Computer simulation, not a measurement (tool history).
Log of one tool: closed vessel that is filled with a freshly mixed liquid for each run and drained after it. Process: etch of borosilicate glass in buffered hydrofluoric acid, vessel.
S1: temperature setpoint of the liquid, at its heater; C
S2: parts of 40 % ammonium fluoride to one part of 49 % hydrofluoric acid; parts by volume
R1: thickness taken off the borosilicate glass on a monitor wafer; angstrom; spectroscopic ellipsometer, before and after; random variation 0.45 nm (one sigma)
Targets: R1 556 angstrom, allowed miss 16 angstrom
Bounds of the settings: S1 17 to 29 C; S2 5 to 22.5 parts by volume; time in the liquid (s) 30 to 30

Run 1, hour 0: S1 21 C, S2 13.5 parts by volume, time in the liquid (s) 30. Result: R1 239.74 angstrom.
Run 2, hour 0.5: S1 21 C, S2 15.5 parts by volume, time in the liquid (s) 30. Result: R1 209.93 angstrom.
Run 3, hour 3.5: S1 21 C, S2 15.5 parts by volume, time in the liquid (s) 30. Result: R1 210.48 angstrom.
Run 4, hour 10.8: S1 21 C, S2 15.5 parts by volume, time in the liquid (s) 30. Result: R1 210.19 angstrom.
Run 5, hour 15.6: S1 21 C, S2 15.5 parts by volume, time in the liquid (s) 30. Result: R1 206.85 angstrom.
Run 6, hour 20.9: S1 23.5 C, S2 13 parts by volume, time in the liquid (s) 30. Result: R1 283.46 angstrom.
Run 7, hour 24.2: S1 25 C, S2 11.5 parts by volume, time in the liquid (s) 30. Result: R1 348.78 angstrom.
Run 8, hour 29.1: S1 29 C, S2 8 parts by volume, time in the liquid (s) 30. Result: R1 612.91 angstrom.
Run 9, hour 37.9: S1 28.5 C, S2 8 parts by volume, time in the liquid (s) 30. Result: R1 584.36 angstrom.

4 next moves are on the table. One of them brings every result within its allowed miss. Which?
Run A, hour 46.7: S1 26 C, S2 7.5 parts by volume, time in the liquid (s) 30. Result: R1 ?.
Run B, hour 46.7: S1 28 C, S2 7.5 parts by volume, time in the liquid (s) 30. Result: R1 ?.
Run C, hour 46.7: S1 29 C, S2 8 parts by volume, time in the liquid (s) 30. Result: R1 ?.
Run D, hour 46.7: S1 27.5 C, S2 7.5 parts by volume, time in the liquid (s) 30. Result: R1 ?.

move      R1
   A   556.5
   B  617.91
   C  606.24
   D  602.02
A: meets every target
B: further off than the last run
C: further off than the last run
D: further off than the last run
The right move is A.
